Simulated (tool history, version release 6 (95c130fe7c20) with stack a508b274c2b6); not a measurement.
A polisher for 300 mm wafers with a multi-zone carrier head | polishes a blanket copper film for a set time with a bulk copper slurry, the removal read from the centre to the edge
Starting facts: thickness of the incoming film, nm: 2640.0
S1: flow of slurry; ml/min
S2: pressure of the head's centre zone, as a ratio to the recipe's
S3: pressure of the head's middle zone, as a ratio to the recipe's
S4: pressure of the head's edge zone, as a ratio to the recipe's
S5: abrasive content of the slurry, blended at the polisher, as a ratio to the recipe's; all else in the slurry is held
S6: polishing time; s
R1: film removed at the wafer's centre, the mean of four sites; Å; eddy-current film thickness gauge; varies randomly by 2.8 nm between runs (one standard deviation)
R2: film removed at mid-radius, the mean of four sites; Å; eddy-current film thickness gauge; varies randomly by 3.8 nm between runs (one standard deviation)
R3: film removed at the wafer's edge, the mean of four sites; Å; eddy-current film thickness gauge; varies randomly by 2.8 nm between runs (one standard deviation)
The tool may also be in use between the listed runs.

run 1 hour=0.0 | S1=190 S2=1.00 S3=1.00 S4=1.00 S5=1.00 S6=64 | R1=3580.2 R2=3745.6 R3=3708.9
run 2 hour=7.6 | S1=190 S2=1.01 S3=1.01 S4=0.98 S5=0.95 S6=60 | R1=3417.9 R2=3516.1 R3=3427.6
run 3 hour=12.9 | S1=150 S2=1.01 S3=1.01 S4=0.98 S5=0.95 S6=60 | R1=3203.6 R2=3306.1 R3=3233.4
run 4 hour=15.3 | S1=115 S2=1.01 S3=1.01 S4=0.98 S5=0.95 S6=60 | R1=3048.7 R2=3118.7 R3=3196.1
run 5 hour=23.2 | S1=125 S2=1.01 S3=1.02 S4=0.96 S5=0.90 S6=57 | R1=2835.2 R2=3075.4 R3=2978.1
run 6 hour=27.8 | S1=130 S2=1.03 S3=1.02 S4=0.94 S5=0.85 S6=55 | R1=2781.7 R2=2989.1 R3=2804.9
run 7 hour=34.2 | S1=130 S2=1.04 S3=1.01 S4=0.93 S5=0.80 S6=54 | R1=2710.6 R2=2768.3 R3=2689.4
run 8 hour=35.2 | S1=135 S2=1.05 S3=1.02 S4=0.91 S5=0.75 S6=54 | R1=2747.2 R2=2711.2 R3=2654.1
run 9 hour=37.9 | S1=140 S2=1.05 S3=1.04 S4=0.90 S5=0.70 S6=53 | R1=2642.1 R2=2799.6 R3=2541.1
run 10 hour=43.1 | S1=140 S2=1.06 S3=1.04 S4=0.89 S5=0.65 S6=53 | R1=2606.7 R2=2668.9 R3=2478.4
run 11 hour=45.5 | S1=140 S2=1.06 S3=1.05 S4=0.88 S5=0.65 S6=53 | R1=2578.5 R2=2677.6 R3=2415.7
run 12 hour=48.9 | S1=140 S2=1.06 S3=1.05 S4=0.87 S5=0.65 S6=53 | R1=2617.6 R2=2657.4 R3=2400.3
run 13 hour=54.3 | S1=140 S2=1.06 S3=1.05 S4=0.86 S5=0.65 S6=53 | R1=2577.8 R2=2668.7 R3=2402.6
run 14 hour=58.3 | S1=140 S2=1.09 S3=1.08 S4=0.81 S5=0.50 S6=52 | R1=2337.1 R2=2463.7 R3=2090.5

The next listed run, before its measurement:
run 15 hour=64.4 | S1=145 S2=1.09 S3=1.08 S4=0.82 S5=0.50 S6=52 | R1=? R2=? R3=?

Run 15 yielded R1 2401.0 Å, R2 2514.9 Å, R3 2117.4 Å.
